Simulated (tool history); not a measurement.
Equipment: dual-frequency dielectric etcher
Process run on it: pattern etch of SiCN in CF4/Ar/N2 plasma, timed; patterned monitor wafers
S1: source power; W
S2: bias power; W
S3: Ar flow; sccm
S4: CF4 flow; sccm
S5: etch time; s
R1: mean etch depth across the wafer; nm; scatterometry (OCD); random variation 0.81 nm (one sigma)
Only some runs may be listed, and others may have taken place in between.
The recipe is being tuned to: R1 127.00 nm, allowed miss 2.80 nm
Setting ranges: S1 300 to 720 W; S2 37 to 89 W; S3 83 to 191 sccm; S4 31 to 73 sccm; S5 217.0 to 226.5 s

run 1 hour=0.0 | S1=510 S2=63 S3=137 S4=52 S5=217.0 | R1=166.70
run 2 hour=4.4 | S1=490 S2=63 S3=137 S4=52 S5=217.0 | R1=161.97
run 3 hour=7.5 | S1=470 S2=63 S3=137 S4=52 S5=217.0 | R1=158.13
run 4 hour=11.9 | S1=470 S2=63 S3=124 S4=52 S5=217.0 | R1=161.81
run 5 hour=19.0 | S1=470 S2=63 S3=136 S4=52 S5=217.0 | R1=157.51
run 6 hour=25.4 | S1=470 S2=54 S3=136 S4=52 S5=217.0 | R1=153.32
run 7 hour=30.5 | S1=450 S2=54 S3=136 S4=52 S5=217.0 | R1=148.22
run 8 hour=32.1 | S1=430 S2=54 S3=136 S4=52 S5=217.0 | R1=144.57
run 9 hour=36.6 | S1=420 S2=54 S3=136 S4=52 S5=217.0 | R1=141.51
run 10 hour=38.7 | S1=410 S2=54 S3=136 S4=52 S5=217.0 | R1=138.66
run 11 hour=40.4 | S1=400 S2=54 S3=136 S4=52 S5=217.0 | R1=138.07
run 12 hour=42.8 | S1=390 S2=54 S3=136 S4=52 S5=217.0 | R1=135.73
run 13 hour=46.0 | S1=380 S2=54 S3=136 S4=52 S5=217.0 | R1=133.40

Below are 5 possible settings for the next run. Only one of them brings all results inside the allowed miss of their targets. Which is it?
run A hour=49.2 | S1=340 S2=51 S3=141 S4=48 S5=226.5 | R1=?
run B hour=49.2 | S1=390 S2=56 S3=122 S4=51 S5=226.5 | R1=?
run C hour=49.2 | S1=420 S2=60 S3=138 S4=55 S5=219.0 | R1=?
run D hour=49.2 | S1=370 S2=48 S3=139 S4=60 S5=223.5 | R1=?
run E hour=49.2 | S1=430 S2=39 S3=155 S4=54 S5=221.5 | R1=?

move=A R1=126.43
move=B R1=145.41
move=C R1=147.74
move=D R1=135.28
move=E R1=137.03
A: each result inside its tolerance
B: moves away from the targets compared with the last run
C: moves away from the targets compared with the last run
D: moves away from the targets compared with the last run
E: moves away from the targets compared with the last run
Correct choice: A, which meets every target

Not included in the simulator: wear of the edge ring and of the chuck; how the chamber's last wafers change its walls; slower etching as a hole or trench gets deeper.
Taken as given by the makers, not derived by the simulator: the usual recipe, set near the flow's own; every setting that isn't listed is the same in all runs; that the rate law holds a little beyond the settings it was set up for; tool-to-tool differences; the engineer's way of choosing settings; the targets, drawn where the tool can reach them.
